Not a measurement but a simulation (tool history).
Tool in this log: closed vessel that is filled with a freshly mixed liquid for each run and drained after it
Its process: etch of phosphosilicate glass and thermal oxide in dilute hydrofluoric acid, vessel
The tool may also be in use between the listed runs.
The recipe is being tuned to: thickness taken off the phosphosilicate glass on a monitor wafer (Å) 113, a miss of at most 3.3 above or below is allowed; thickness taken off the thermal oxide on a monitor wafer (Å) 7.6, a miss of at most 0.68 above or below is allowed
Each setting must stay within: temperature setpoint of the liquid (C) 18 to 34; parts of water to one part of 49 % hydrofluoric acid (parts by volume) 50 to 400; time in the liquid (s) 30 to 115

run	hour	temperature setpoint of the liquid (C)	parts of water to one part of 49 % hydrofluoric acid (parts by volume)	time in the liquid (s)	thickness taken off the phosphosilicate glass on a monitor wafer (Å)	thickness taken off the thermal oxide on a monitor wafer (Å)
1	0	26	225	60	147.6	9.6318
2	8	23	225	60	131.25	9.067
3	16	21	225	60	120.44	8.3135
4	17.5	21	255	60	104.56	7.0511
5	22.1	21.5	255	60	103.76	6.9559
6	29.9	18	255	60	91.955	6.2383
7	33.4	19.5	255	60	97.563	6.8493
8	34.2	20.5	255	60	100.1	6.9238
9	34.7	21.5	255	60	105.89	7.0265
# hour 42.8: thermometer replaced
10	42.8	22	245	60	121.56	8.0157
11	46.3	21.5	245	60	116.65	7.6592

Exactly one of the 4 candidate moves below puts every result within its allowed miss. Which one?
A	49.8	22.5	205	45	?	?
B	49.8	21.5	240	60	?	?
C	49.8	25.5	225	50	?	?
D	49.8	23	280	70	?	?

move	thickness taken off the phosphosilicate glass on a monitor wafer (Å)	thickness taken off the thermal oxide on a monitor wafer (Å)
A	113.84	7.8102
B	120.6	8.2737
C	125.93	8.6395
D	122.5	8.4039
A: each result inside its tolerance
B: further off than the last run
C: further off than the last run
D: further off than the last run
Answer: A
